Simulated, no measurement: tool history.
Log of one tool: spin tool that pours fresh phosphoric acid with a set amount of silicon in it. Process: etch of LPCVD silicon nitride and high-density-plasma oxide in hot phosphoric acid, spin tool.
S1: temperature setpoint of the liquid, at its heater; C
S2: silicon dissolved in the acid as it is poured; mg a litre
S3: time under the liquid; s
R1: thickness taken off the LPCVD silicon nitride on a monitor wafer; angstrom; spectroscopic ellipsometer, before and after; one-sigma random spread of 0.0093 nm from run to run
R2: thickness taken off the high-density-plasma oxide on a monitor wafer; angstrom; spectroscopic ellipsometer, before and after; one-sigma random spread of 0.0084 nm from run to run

run	hour	S1	S2	S3	R1	R2
1	0	162	14.5	75	70.928	2.3661
2	0.8	162	8.5	75	71.616	2.6905
3	4.7	160.5	12	60	54.328	1.9535
4	8.4	158.5	12	60	50.962	1.6333
5	14.6	158.5	8.5	60	50.855	1.6571
6	17.5	158.5	13	60	50.758	1.4629
7	19.8	158	11.5	50	41.559	1.3849
8	21.7	158	11.5	50	41.586	1.1572
9	29.1	158	8.5	40	33.131	1.0813
10	35	158	6	35	28.93	1.2724
11	43.5	157.5	6.5	35	28.624	0.89156
12	46	157.5	4.5	35	28.64	1.0766
13	50.9	157.5	4	35	28.696	1.1334
14	53	157	4	30	24.084	0.95871
15	54.3	157	4.5	30	24.014	0.93332

Predict the results of run 16:
16	55.1	157	5	30	?	?

Run 16 came out at R1 24.099 angstrom, R2 0.88227 angstrom.
